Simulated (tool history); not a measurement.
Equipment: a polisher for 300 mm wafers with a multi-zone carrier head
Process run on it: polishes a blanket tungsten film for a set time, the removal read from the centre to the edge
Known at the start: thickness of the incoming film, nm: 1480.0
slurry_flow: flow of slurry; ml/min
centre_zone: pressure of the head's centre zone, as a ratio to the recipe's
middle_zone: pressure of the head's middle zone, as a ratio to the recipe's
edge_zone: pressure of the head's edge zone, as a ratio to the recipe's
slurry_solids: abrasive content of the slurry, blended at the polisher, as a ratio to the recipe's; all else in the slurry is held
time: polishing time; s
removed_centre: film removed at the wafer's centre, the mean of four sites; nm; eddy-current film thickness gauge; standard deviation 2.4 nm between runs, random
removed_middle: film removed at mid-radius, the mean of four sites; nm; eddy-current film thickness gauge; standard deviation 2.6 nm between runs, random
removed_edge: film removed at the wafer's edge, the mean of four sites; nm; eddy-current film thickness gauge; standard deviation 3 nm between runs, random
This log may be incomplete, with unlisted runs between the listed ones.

{"run": 1, "hour": 0.0, "slurry_flow": 250, "centre_zone": 1, "middle_zone": 1, "edge_zone": 1, "slurry_solids": 1, "time": 86, "removed_centre": 246.29, "removed_middle": 245.49, "removed_edge": 244.9}
{"run": 2, "hour": 8.3, "slurry_flow": 250, "centre_zone": 1.08, "middle_zone": 1, "edge_zone": 1, "slurry_solids": 1, "time": 86, "removed_centre": 266.39, "removed_middle": 242.97, "removed_edge": 245.99}
{"run": 3, "hour": 14.7, "slurry_flow": 265, "centre_zone": 1.1, "middle_zone": 1, "edge_zone": 1.05, "slurry_solids": 1.05, "time": 86, "removed_centre": 275.69, "removed_middle": 249.98, "removed_edge": 252.07}
{"run": 4, "hour": 17.9, "slurry_flow": 265, "centre_zone": 1.1, "middle_zone": 1, "edge_zone": 1, "slurry_solids": 1.05, "time": 86, "removed_centre": 276.17, "removed_middle": 252.24, "removed_edge": 251.86}
{"run": 5, "hour": 25.5, "slurry_flow": 315, "centre_zone": 1.1, "middle_zone": 1, "edge_zone": 1, "slurry_solids": 1.05, "time": 86, "removed_centre": 281, "removed_middle": 253.9, "removed_edge": 258.42}
{"run": 6, "hour": 27.2, "slurry_flow": 315, "centre_zone": 1.03, "middle_zone": 1, "edge_zone": 1, "slurry_solids": 1.05, "time": 86, "removed_centre": 266.13, "removed_middle": 253.3, "removed_edge": 257.23}
{"run": 7, "hour": 31.2, "slurry_flow": 330, "centre_zone": 1.05, "middle_zone": 0.98, "edge_zone": 1.02, "slurry_solids": 1.1, "time": 86, "removed_centre": 273.63, "removed_middle": 258.16, "removed_edge": 254.73}
{"run": 8, "hour": 38.6, "slurry_flow": 325, "centre_zone": 1.07, "middle_zone": 0.98, "edge_zone": 1.02, "slurry_solids": 0.95, "time": 90, "removed_centre": 284.05, "removed_middle": 258.6, "removed_edge": 262.17}
{"run": 9, "hour": 43.3, "slurry_flow": 315, "centre_zone": 1.07, "middle_zone": 0.93, "edge_zone": 1.05, "slurry_solids": 1, "time": 92, "removed_centre": 289.69, "removed_middle": 254.46, "removed_edge": 276.89}
{"run": 10, "hour": 48.3, "slurry_flow": 320, "centre_zone": 1.08, "middle_zone": 0.92, "edge_zone": 1.06, "slurry_solids": 1, "time": 92, "removed_centre": 295.15, "removed_middle": 256.16, "removed_edge": 278.66}
{"run": 11, "hour": 52.5, "slurry_flow": 325, "centre_zone": 1.09, "middle_zone": 0.91, "edge_zone": 1.07, "slurry_solids": 1, "time": 92, "removed_centre": 298.56, "removed_middle": 249.59, "removed_edge": 278.85}
{"run": 12, "hour": 60.0, "slurry_flow": 330, "centre_zone": 1.09, "middle_zone": 0.91, "edge_zone": 1.08, "slurry_solids": 1, "time": 92, "removed_centre": 301.53, "removed_middle": 248.33, "removed_edge": 274.22}

What does the tool deliver on the next run?
{"run": 13, "hour": 65.2, "slurry_flow": 330, "centre_zone": 1.09, "middle_zone": 0.9, "edge_zone": 1.08, "slurry_solids": 1.05, "time": 92, "removed_centre": "?", "removed_middle": "?", "removed_edge": "?"}

{"run 13": {"removed_centre": 298.06, "removed_middle": 251.7, "removed_edge": 280.14}}
